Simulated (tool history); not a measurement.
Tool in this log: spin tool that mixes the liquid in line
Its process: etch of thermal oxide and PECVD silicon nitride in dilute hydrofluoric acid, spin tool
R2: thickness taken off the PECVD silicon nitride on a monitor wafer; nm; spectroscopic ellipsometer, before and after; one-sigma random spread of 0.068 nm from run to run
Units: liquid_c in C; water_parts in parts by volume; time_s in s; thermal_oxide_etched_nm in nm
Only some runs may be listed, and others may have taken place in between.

{"run": 1, "day": 0.0, "liquid_c": 24, "water_parts": 45, "time_s": 180, "thermal_oxide_etched_nm": 24.259, "R2": 11.388}
{"run": 2, "day": 0.225, "liquid_c": 24, "water_parts": 40, "time_s": 175, "thermal_oxide_etched_nm": 26.685, "R2": 12.342}
{"run": 3, "day": 0.571, "liquid_c": 26, "water_parts": 40, "time_s": 175, "thermal_oxide_etched_nm": 29.1, "R2": 14.024}
{"run": 4, "day": 0.625, "liquid_c": 26, "water_parts": 35, "time_s": 175, "thermal_oxide_etched_nm": 33.332, "R2": 16.005}
{"day": 0.979, "done": "hydrofluoric acid flow meter replaced"}
{"run": 5, "day": 0.979, "liquid_c": 26, "water_parts": 40, "time_s": 175, "thermal_oxide_etched_nm": 25.986, "R2": 12.687}
{"run": 6, "day": 1.192, "liquid_c": 25.5, "water_parts": 40, "time_s": 175, "thermal_oxide_etched_nm": 25.461, "R2": 12.435}
{"run": 7, "day": 1.525, "liquid_c": 25, "water_parts": 40, "time_s": 175, "thermal_oxide_etched_nm": 24.865, "R2": 12.03}

The next listed run, before its measurement:
{"run": 8, "day": 1.829, "liquid_c": 24, "water_parts": 35, "time_s": 170, "thermal_oxide_etched_nm": "?", "R2": "?"}

{"run 8": {"thermal_oxide_etched_nm": 26.836, "R2": 12.396}}
